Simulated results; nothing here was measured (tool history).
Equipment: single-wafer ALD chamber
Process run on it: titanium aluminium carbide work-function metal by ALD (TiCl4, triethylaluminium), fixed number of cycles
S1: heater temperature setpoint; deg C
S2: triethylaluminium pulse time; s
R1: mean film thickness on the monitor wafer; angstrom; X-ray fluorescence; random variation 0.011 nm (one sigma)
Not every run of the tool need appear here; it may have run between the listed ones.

{"run": 1, "hour": 0.0, "S1": 280, "S2": 15.23, "R1": 18.796}
{"run": 2, "hour": 1.4, "S1": 280, "S2": 11.77, "R1": 18.567}
{"run": 3, "hour": 9.9, "S1": 287, "S2": 12.57, "R1": 19.168}
{"run": 4, "hour": 11.5, "S1": 292, "S2": 13.51, "R1": 19.851}
{"run": 5, "hour": 16.6, "S1": 292, "S2": 11.54, "R1": 19.804}
{"run": 6, "hour": 21.1, "S1": 283, "S2": 11.54, "R1": 18.883}
{"run": 7, "hour": 21.8, "S1": 289, "S2": 11.97, "R1": 19.53}
{"run": 8, "hour": 22.9, "S1": 293, "S2": 12.17, "R1": 20.166}

What does the tool deliver on the next run?
{"run": 9, "hour": 27.0, "S1": 294, "S2": 12.24, "R1": "?"}

R1: 19.787 angstrom

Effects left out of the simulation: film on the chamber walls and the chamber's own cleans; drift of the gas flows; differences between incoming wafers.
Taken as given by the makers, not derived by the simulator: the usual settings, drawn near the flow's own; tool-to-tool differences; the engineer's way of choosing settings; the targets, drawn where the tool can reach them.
